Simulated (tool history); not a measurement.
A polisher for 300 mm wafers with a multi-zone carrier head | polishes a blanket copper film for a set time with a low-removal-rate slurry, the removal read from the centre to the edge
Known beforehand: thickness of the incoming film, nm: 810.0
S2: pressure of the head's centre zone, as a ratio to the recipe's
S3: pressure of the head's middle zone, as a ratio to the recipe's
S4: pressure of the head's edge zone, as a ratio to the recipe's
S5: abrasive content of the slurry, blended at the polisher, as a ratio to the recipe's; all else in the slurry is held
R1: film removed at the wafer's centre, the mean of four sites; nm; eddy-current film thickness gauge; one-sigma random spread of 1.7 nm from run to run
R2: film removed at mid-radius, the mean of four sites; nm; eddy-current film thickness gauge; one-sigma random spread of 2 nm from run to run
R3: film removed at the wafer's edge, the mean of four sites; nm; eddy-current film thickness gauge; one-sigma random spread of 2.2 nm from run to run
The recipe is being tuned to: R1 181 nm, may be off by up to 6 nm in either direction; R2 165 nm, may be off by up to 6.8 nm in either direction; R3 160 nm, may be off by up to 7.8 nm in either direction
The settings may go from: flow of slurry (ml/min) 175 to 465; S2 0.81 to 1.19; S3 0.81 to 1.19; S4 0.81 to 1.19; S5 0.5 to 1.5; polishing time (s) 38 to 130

{"run": 1, "hour": 0.0, "flow of slurry (ml/min)": 295, "S2": 1, "S3": 1, "S4": 1, "S5": 1, "polishing time (s)": 84, "R1": 306.3, "R2": 316.97, "R3": 289.14}
{"run": 2, "hour": 3.5, "flow of slurry (ml/min)": 295, "S2": 1, "S3": 1, "S4": 1.04, "S5": 1, "polishing time (s)": 84, "R1": 302.53, "R2": 316.33, "R3": 299.27}
{"run": 3, "hour": 12.2, "flow of slurry (ml/min)": 290, "S2": 0.99, "S3": 0.97, "S4": 1.01, "S5": 0.9, "polishing time (s)": 77, "R1": 268.79, "R2": 278.66, "R3": 256.41}
{"run": 4, "hour": 13.6, "flow of slurry (ml/min)": 285, "S2": 1, "S3": 0.94, "S4": 1.01, "S5": 0.85, "polishing time (s)": 71, "R1": 251.25, "R2": 244.89, "R3": 236.91}
{"run": 5, "hour": 15.8, "flow of slurry (ml/min)": 280, "S2": 0.99, "S3": 0.92, "S4": 0.99, "S5": 0.8, "polishing time (s)": 67, "R1": 226.09, "R2": 221.62, "R3": 214.82}
{"run": 6, "hour": 21.2, "flow of slurry (ml/min)": 280, "S2": 0.99, "S3": 0.92, "S4": 1.02, "S5": 0.8, "polishing time (s)": 67, "R1": 225.19, "R2": 221.57, "R3": 218.92}
{"run": 7, "hour": 30.2, "flow of slurry (ml/min)": 275, "S2": 0.99, "S3": 0.9, "S4": 0.99, "S5": 0.75, "polishing time (s)": 65, "R1": 215.42, "R2": 206.96, "R3": 208.05}
{"run": 8, "hour": 35.0, "flow of slurry (ml/min)": 280, "S2": 0.99, "S3": 0.89, "S4": 0.96, "S5": 0.7, "polishing time (s)": 63, "R1": 207.01, "R2": 198.19, "R3": 190.41}
{"run": 9, "hour": 41.6, "flow of slurry (ml/min)": 275, "S2": 0.99, "S3": 0.87, "S4": 0.95, "S5": 0.65, "polishing time (s)": 63, "R1": 199.41, "R2": 187.97, "R3": 191.93}
{"run": 10, "hour": 47.0, "flow of slurry (ml/min)": 285, "S2": 1, "S3": 0.87, "S4": 0.93, "S5": 0.6, "polishing time (s)": 62, "R1": 195.56, "R2": 182.47, "R3": 180.01}
{"hour": 51.2, "done": "edge zone pressure recalibrated"}
{"run": 11, "hour": 51.2, "flow of slurry (ml/min)": 285, "S2": 1, "S3": 0.86, "S4": 0.91, "S5": 0.6, "polishing time (s)": 62, "R1": 196.83, "R2": 182.33, "R3": 183.73}
{"run": 12, "hour": 55.0, "flow of slurry (ml/min)": 285, "S2": 1.01, "S3": 0.86, "S4": 0.9, "S5": 0.6, "polishing time (s)": 61, "R1": 191.74, "R2": 178.88, "R3": 184.32}
{"run": 13, "hour": 60.8, "flow of slurry (ml/min)": 325, "S2": 1.11, "S3": 0.95, "S4": 0.81, "S5": 0.5, "polishing time (s)": 49, "R1": 165.23, "R2": 148.27, "R3": 138.52}
{"run": 14, "hour": 67.5, "flow of slurry (ml/min)": 325, "S2": 1.1, "S3": 0.95, "S4": 0.84, "S5": 0.55, "polishing time (s)": 49, "R1": 168.22, "R2": 156.07, "R3": 143.58}
{"run": 15, "hour": 69.1, "flow of slurry (ml/min)": 325, "S2": 1.1, "S3": 0.94, "S4": 0.86, "S5": 0.55, "polishing time (s)": 49, "R1": 166.67, "R2": 155.75, "R3": 141.71}
{"run": 16, "hour": 69.7, "flow of slurry (ml/min)": 320, "S2": 1.09, "S3": 0.93, "S4": 0.86, "S5": 0.6, "polishing time (s)": 49, "R1": 170.75, "R2": 153.45, "R3": 142.87}
{"run": 17, "hour": 73.3, "flow of slurry (ml/min)": 315, "S2": 1.08, "S3": 0.92, "S4": 0.88, "S5": 0.6, "polishing time (s)": 50, "R1": 172.08, "R2": 155.1, "R3": 152.53}
{"run": 18, "hour": 81.7, "flow of slurry (ml/min)": 330, "S2": 1.11, "S3": 0.97, "S4": 0.93, "S5": 0.7, "polishing time (s)": 51, "R1": 187.96, "R2": 172.42, "R3": 166.8}
{"run": 19, "hour": 90.0, "flow of slurry (ml/min)": 330, "S2": 1.11, "S3": 0.96, "S4": 0.92, "S5": 0.7, "polishing time (s)": 51, "R1": 188.55, "R2": 166.48, "R3": 166.56}

Below are 5 possible settings for the next run. Only one of them brings all results inside the allowed miss of their targets. Which is it?
{"run": "A", "hour": 98.3, "flow of slurry (ml/min)": 335, "S2": 1.11, "S3": 0.96, "S4": 0.93, "S5": 0.6, "polishing time (s)": 51, "R1": "?", "R2": "?", "R3": "?"}
{"run": "B", "hour": 98.3, "flow of slurry (ml/min)": 465, "S2": 0.99, "S3": 0.84, "S4": 1.19, "S5": 0.9, "polishing time (s)": 46, "R1": "?", "R2": "?", "R3": "?"}
{"run": "C", "hour": 98.3, "flow of slurry (ml/min)": 240, "S2": 1.17, "S3": 1.01, "S4": 0.81, "S5": 0.65, "polishing time (s)": 50, "R1": "?", "R2": "?", "R3": "?"}
{"run": "D", "hour": 98.3, "flow of slurry (ml/min)": 385, "S2": 0.97, "S3": 0.91, "S4": 1.14, "S5": 0.7, "polishing time (s)": 50, "R1": "?", "R2": "?", "R3": "?"}
{"run": "E", "hour": 98.3, "flow of slurry (ml/min)": 315, "S2": 0.97, "S3": 0.93, "S4": 0.92, "S5": 0.6, "polishing time (s)": 52, "R1": "?", "R2": "?", "R3": "?"}

move=A R1=178.78 R2=165.55 R3=161.31
move=B R1=166.43 R2=153.49 R3=186.41
move=C R1=179.79 R2=166 R3=147.32
move=D R1=164.28 R2=164.11 R3=183.72
move=E R1=160.92 R2=163.81 R3=162.97
A: every result lands within tolerance
B: moves the result that the last run missed by most past its target, out the other side
C: meets the target for the result that was furthest off, but another lies outside its allowed miss
D: moves the result that the last run missed by most past its target, out the other side
E: moves the result that the last run missed by most past its target, out the other side
Answer: A
